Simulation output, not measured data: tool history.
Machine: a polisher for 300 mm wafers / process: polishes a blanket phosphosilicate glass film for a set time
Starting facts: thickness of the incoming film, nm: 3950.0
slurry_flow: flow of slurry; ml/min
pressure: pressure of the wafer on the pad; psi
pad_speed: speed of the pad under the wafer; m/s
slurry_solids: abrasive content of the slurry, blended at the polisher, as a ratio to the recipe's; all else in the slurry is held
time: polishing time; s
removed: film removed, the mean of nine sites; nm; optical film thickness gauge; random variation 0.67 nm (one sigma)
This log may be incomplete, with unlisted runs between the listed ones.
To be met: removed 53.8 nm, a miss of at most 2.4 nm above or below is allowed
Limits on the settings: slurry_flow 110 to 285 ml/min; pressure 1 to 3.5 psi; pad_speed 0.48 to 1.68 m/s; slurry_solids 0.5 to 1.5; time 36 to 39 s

run	hour	slurry_flow	pressure	pad_speed	slurry_solids	time	removed
1	0	180	2.2	1.08	1	39	220.02
2	7.2	155	1.8	0.88	0.85	38	132.5
3	10.2	150	1.5	0.74	0.8	37	87.078
4	13.7	185	1.5	0.74	0.8	37	90.097
5	15.2	185	1.3	0.66	0.8	37	73.939
6	24	185	1.8	0.66	0.8	37	98.107
7	32.7	180	1.2	0.48	0.75	37	50.37
8	33.7	185	1.2	0.48	0.75	37	50.078

Next run, 4 choices. One meets every target within its allowed miss, the rest don't. Which?
A	34.7	195	1.1	0.48	0.8	36	?
B	34.7	190	1	0.48	0.85	36	?
C	34.7	180	1	0.52	1.05	36	?
D	34.7	190	1.1	0.48	0.7	38	?

move	removed
A	47.064
B	44.613
C	53.352
D	45.03
A: misses by more than the last run did
B: misses by more than the last run did
C: hits every target within its allowed miss
D: misses by more than the last run did
The move that meets every target is C.
